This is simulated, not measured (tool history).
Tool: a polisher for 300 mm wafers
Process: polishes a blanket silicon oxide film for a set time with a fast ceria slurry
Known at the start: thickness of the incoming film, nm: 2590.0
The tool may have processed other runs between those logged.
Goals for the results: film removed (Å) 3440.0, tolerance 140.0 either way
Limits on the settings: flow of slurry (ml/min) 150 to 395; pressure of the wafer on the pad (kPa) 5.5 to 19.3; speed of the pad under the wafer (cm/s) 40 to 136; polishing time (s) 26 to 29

run	day	flow of slurry (ml/min)	pressure of the wafer on the pad (kPa)	speed of the pad under the wafer (cm/s)	polishing time (s)	film removed (Å)
1	0.000	250	12.4	88	29	2428.3
2	0.167	250	12.4	88	29	2434.5
3	0.433	250	13.1	88	29	2466.6
4	0.688	250	13.1	88	29	2503.2
5	0.758	250	14.5	88	29	2700.1
6	0.854	250	15.2	88	29	2826.1
7	1.054	250	15.9	88	29	2895.0
8	1.229	250	16.5	88	29	2979.9
9	1.521	250	17.2	88	29	3125.0

Which of these 5 next moves meets every target?
A	1.812	225	17.9	88	26	?
B	1.812	260	17.9	106	26	?
C	1.812	290	15.9	80	29	?
D	1.812	240	18.6	100	29	?
E	1.812	225	17.2	90	26	?

move	film removed (Å)
A	2884.3
B	3467.5
C	2713.9
D	3759.7
E	2847.2
A: moves away from the targets compared with the last run
B: all results in spec
C: moves away from the targets compared with the last run
D: takes the result that was furthest off past its target
E: moves away from the targets compared with the last run
The move that meets every target is B.

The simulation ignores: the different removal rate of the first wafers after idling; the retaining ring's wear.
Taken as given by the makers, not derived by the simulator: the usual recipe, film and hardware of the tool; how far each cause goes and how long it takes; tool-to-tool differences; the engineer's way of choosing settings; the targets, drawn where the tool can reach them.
